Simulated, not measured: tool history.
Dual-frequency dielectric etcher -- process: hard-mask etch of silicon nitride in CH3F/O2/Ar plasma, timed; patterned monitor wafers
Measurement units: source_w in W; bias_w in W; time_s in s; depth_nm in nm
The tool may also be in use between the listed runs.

run  hour  source_w  bias_w  time_s  depth_nm
  1   0.0       510      76    86.5    75.947
  2   6.6       480      75    86.5    72.987
  3  13.4       480      75    86.5    73.170
  4  17.2       480      86    86.5    76.595
  5  18.0       450      86    86.5    73.506
  6  24.9       450      86    86.5    73.530
  7  29.0       430      86    86.5    71.287

Run 8, settings as shown, results not yet in. Your forecast:
  8  34.9       420      86    86.5         ?

{"run 8": {"depth_nm": 70.36}}

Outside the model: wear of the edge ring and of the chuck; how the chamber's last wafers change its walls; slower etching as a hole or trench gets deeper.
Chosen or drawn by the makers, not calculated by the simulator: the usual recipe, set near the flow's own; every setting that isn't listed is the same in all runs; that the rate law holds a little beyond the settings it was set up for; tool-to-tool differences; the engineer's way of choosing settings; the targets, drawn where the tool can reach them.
